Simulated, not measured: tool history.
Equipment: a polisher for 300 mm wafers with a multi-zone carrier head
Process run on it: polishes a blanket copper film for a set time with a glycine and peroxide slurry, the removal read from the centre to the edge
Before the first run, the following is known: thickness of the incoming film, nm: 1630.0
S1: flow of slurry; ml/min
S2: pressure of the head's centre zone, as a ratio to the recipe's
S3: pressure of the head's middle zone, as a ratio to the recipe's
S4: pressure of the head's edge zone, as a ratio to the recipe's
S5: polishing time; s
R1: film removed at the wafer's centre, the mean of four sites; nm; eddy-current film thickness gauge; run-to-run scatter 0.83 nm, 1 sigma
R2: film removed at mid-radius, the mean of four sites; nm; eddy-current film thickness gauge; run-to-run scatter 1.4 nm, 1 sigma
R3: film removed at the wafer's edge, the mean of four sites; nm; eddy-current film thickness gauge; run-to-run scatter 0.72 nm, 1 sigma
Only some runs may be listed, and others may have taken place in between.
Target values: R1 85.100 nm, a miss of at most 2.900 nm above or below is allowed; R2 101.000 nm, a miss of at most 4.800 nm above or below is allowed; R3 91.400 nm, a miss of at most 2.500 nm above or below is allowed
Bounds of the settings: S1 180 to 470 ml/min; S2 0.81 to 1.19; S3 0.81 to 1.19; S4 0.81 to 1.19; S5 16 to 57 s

Run 1, hour 0.0: S1 300 ml/min, S2 1.00, S3 1.00, S4 1.00, S5 36 s. Result: R1 107.880 nm, R2 110.620 nm, R3 112.620 nm.
Run 2, hour 6.1: S1 300 ml/min, S2 1.00, S3 0.93, S4 1.00, S5 36 s. Result: R1 108.160 nm, R2 102.500 nm, R3 111.860 nm.
Run 3, hour 7.1: S1 255 ml/min, S2 1.00, S3 0.93, S4 1.00, S5 36 s. Result: R1 108.070 nm, R2 101.160 nm, R3 110.090 nm.
Run 4, hour 9.7: S1 305 ml/min, S2 1.00, S3 0.93, S4 1.00, S5 36 s. Result: R1 107.040 nm, R2 102.120 nm, R3 111.280 nm.
Run 5, hour 15.6: S1 305 ml/min, S2 0.95, S3 0.93, S4 1.00, S5 36 s. Result: R1 101.450 nm, R2 102.360 nm, R3 110.910 nm.
Run 6, hour 23.2: S1 300 ml/min, S2 0.94, S3 0.95, S4 0.96, S5 35 s. Result: R1 98.087 nm, R2 100.430 nm, R3 106.270 nm.
Run 7, hour 31.6: S1 300 ml/min, S2 0.94, S3 0.95, S4 0.96, S5 35 s. Result: R1 99.606 nm, R2 104.960 nm, R3 105.480 nm.
Run 8, hour 34.7: S1 285 ml/min, S2 0.85, S3 1.00, S4 0.86, S5 32 s. Result: R1 81.172 nm, R2 94.250 nm, R3 90.645 nm.
Run 9, hour 38.9: S1 290 ml/min, S2 0.86, S3 1.01, S4 0.86, S5 32 s. Result: R1 81.673 nm, R2 96.603 nm, R3 92.431 nm.

Which single option among these 4 for the next run brings every result within its allowed miss of target? Just one does.
Run A, hour 43.1: S1 250 ml/min, S2 0.83, S3 0.92, S4 0.90, S5 32 s. Result: R1 ?, R2 ?, R3 ?.
Run B, hour 43.1: S1 290 ml/min, S2 0.85, S3 0.88, S4 0.84, S5 33 s. Result: R1 ?, R2 ?, R3 ?.
Run C, hour 43.1: S1 245 ml/min, S2 0.82, S3 0.95, S4 0.94, S5 33 s. Result: R1 ?, R2 ?, R3 ?.
Run D, hour 43.1: S1 210 ml/min, S2 0.89, S3 1.04, S4 0.82, S5 34 s. Result: R1 ?, R2 ?, R3 ?.

move      R1       R2      R3
   A  76.623   90.953  91.631
   B  82.456   91.971  92.846
   C  77.860   96.094  96.192
   D  85.035  104.540  91.548
A: further off than the last run
B: brings the result that was furthest off to its target, and leaves another outside
C: further off than the last run
D: meets every target
Move D is the one to make.

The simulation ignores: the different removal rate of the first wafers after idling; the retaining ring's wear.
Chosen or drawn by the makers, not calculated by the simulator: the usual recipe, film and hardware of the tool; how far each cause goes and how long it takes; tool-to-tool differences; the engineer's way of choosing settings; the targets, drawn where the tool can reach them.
